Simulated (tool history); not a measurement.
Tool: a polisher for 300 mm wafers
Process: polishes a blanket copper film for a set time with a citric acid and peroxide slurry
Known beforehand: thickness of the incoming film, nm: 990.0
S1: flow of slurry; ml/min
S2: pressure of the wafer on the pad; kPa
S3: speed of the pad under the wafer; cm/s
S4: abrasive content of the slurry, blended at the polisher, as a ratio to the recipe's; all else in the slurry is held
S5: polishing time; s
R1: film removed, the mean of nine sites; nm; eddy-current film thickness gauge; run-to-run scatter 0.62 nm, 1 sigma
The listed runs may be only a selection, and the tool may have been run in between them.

run,hour,S1,S2,S3,S4,S5,R1
1,0.0,220,27.6,106,1.0,51,138.440
2,4.3,220,23.4,106,1.0,51,119.930
3,5.1,165,23.4,106,1.0,51,115.500
4,6.5,165,22.1,106,1.0,51,106.400
5,9.9,165,20.7,106,1.0,51,103.100
6,15.6,165,20.7,126,1.0,51,120.120
7,16.8,165,20.0,124,1.0,51,115.170

Run 8, settings as shown, results not yet in. Your forecast:
8,24.0,160,12.4,102,1.0,51,?

Run 8 gave R1 61.292 nm.

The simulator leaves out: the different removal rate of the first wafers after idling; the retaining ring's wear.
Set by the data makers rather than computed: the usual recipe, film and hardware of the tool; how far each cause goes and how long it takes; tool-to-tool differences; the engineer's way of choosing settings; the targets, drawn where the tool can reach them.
